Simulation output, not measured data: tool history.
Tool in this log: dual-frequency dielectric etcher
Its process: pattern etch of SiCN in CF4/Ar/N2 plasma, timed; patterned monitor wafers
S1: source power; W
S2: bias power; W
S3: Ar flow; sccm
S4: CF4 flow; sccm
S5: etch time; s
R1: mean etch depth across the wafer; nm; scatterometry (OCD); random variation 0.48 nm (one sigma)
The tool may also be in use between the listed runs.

{"run": 1, "hour": 0.0, "S1": 380, "S2": 64, "S3": 109, "S4": 57, "S5": 228, "R1": 158.79}
{"run": 2, "hour": 5.8, "S1": 380, "S2": 64, "S3": 126, "S4": 57, "S5": 228, "R1": 154.54}
{"run": 3, "hour": 7.8, "S1": 380, "S2": 64, "S3": 126, "S4": 57, "S5": 237.5, "R1": 160.6}
{"run": 4, "hour": 8.4, "S1": 380, "S2": 64, "S3": 126, "S4": 51, "S5": 237.5, "R1": 158.09}
{"run": 5, "hour": 14.6, "S1": 310, "S2": 64, "S3": 126, "S4": 51, "S5": 237.5, "R1": 134.78}
{"run": 6, "hour": 21.1, "S1": 310, "S2": 64, "S3": 113, "S4": 51, "S5": 237.5, "R1": 137.33}
{"run": 7, "hour": 24.0, "S1": 390, "S2": 65, "S3": 113, "S4": 51, "S5": 237.5, "R1": 165.64}
{"run": 8, "hour": 30.1, "S1": 400, "S2": 65, "S3": 113, "S4": 51, "S5": 237.5, "R1": 169.69}

Estimate the outcome of run 9 from the log above:
{"run": 9, "hour": 35.8, "S1": 410, "S2": 65, "S3": 113, "S4": 51, "S5": 237.5, "R1": "?"}

Run 9 gave R1 173.24 nm.
